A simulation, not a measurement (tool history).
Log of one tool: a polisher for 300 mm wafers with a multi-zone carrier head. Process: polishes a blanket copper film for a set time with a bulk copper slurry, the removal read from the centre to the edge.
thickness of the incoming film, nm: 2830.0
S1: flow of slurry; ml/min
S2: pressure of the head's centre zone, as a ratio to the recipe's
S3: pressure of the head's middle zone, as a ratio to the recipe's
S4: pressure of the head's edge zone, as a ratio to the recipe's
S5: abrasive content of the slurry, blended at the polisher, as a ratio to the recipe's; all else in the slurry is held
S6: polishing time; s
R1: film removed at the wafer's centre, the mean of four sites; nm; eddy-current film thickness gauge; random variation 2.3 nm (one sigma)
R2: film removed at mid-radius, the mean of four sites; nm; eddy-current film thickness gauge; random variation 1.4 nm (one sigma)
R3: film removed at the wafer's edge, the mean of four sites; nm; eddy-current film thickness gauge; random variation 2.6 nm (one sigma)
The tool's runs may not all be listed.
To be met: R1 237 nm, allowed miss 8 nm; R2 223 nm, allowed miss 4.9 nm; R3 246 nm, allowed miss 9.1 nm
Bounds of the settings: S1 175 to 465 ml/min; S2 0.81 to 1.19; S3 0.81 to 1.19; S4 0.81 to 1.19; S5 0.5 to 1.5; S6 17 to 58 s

run,day,S1,S2,S3,S4,S5,S6,R1,R2,R3
1,0,295,1,1,1,1,37,207.97,205.34,207.42
2,0.154,295,1,1,1.05,1,37,208.26,202.63,213.55
3,0.229,310,1.01,1.02,1.09,1.05,37,213.3,213,220.56
4,0.35,310,1.01,1.02,1.15,1.05,37,209.14,212.44,229.09
5,0.492,310,1.01,1.02,1.15,1.2,37,220.62,217.32,237.66
6,0.658,310,1.01,1.02,1.19,1.2,37,218.37,216.62,237.79
7,0.712,320,1.02,1.02,1.19,1.2,37,221.57,218.86,242.5
8,0.871,330,1.03,1.02,1.19,1.2,37,224.47,218.33,237.89
9,1.133,330,1.03,1.02,1.19,1.25,37,230.05,222.44,244.96
10,1.238,335,1.03,1.02,1.19,1.25,37,225.73,219.67,240.25

5 next moves are on the table. One of them brings every result within its allowed miss. Which?
A,1.342,300,0.85,1.03,1.19,1.25,38,?,?,?
B,1.342,320,1.05,0.99,1.13,1.35,38,?,?,?
C,1.342,305,1.04,1.07,1.19,1.4,35,?,?,?
D,1.342,270,0.9,0.95,1.19,1.25,39,?,?,?
E,1.342,340,1.01,1.08,1.19,1.25,36,?,?,?

move,R1,R2,R3
A,202.83,226.3,245.23
B,239.87,224.34,244.52
C,220.47,221.41,232.37
D,213.5,214.9,249.92
E,218.5,225.47,234.2
A: further off than the last run
B: meets every target
C: further off than the last run
D: further off than the last run
E: further off than the last run
Answer: B
